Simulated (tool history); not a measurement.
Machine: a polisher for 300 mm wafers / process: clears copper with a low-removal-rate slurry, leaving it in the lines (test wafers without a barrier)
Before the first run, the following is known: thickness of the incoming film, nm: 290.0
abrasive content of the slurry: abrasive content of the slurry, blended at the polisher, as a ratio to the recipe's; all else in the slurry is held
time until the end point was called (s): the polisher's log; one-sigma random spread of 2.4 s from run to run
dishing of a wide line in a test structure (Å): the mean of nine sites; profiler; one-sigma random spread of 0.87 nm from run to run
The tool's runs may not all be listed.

| run | hour | flow of slurry (ml/min) | pressure of the wafer on the pad (psi) | speed of the pad under the wafer (m/s) | abrasive content of the slurry | overpolish time after the end point (s) | time until the end point was called (s) | dishing of a wide line in a test structure (Å) |
|---|---|---|---|---|---|---|---|---|
| 1 | 0.0 | 200 | 2.2 | 1.26 | 1.00 | 22 | 134.790 | 317.90 |
| 2 | 2.8 | 200 | 2.2 | 1.56 | 1.00 | 22 | 108.330 | 379.58 |
| 3 | 4.6 | 200 | 2.2 | 1.80 | 1.00 | 22 | 96.213 | 432.03 |
| 4 | 9.6 | 200 | 2.2 | 1.94 | 1.00 | 22 | 85.070 | 441.92 |
| 5 | 13.4 | 200 | 2.0 | 1.92 | 1.00 | 24 | 96.197 | 434.31 |
| 6 | 20.5 | 200 | 2.0 | 1.92 | 0.90 | 24 | 99.368 | 441.13 |
| 7 | 27.0 | 195 | 1.9 | 1.90 | 0.85 | 25 | 105.800 | 412.38 |
| 8 | 34.9 | 195 | 1.8 | 1.88 | 0.85 | 27 | 111.770 | 426.99 |
| 9 | 42.7 | 195 | 1.7 | 1.86 | 0.85 | 29 | 120.310 | 440.91 |
| 10 | 44.5 | 195 | 1.7 | 1.86 | 0.85 | 29 | 117.060 | 429.14 |
| 11 | 52.5 | 195 | 1.6 | 1.84 | 0.85 | 31 | 121.140 | 436.06 |
| 12 | 56.6 | 190 | 1.6 | 1.82 | 0.85 | 32 | 125.990 | 450.83 |
| 13 | 57.5 | 190 | 1.6 | 1.82 | 0.85 | 33 | 124.790 | 441.69 |

Expected results for the next run?
| 14 | 66.6 | 190 | 1.6 | 1.82 | 0.85 | 34 | ? | ? |

{"run 14": {"time until the end point was called (s)": 127.67, "dishing of a wide line in a test structure (Å)": 442.88}}

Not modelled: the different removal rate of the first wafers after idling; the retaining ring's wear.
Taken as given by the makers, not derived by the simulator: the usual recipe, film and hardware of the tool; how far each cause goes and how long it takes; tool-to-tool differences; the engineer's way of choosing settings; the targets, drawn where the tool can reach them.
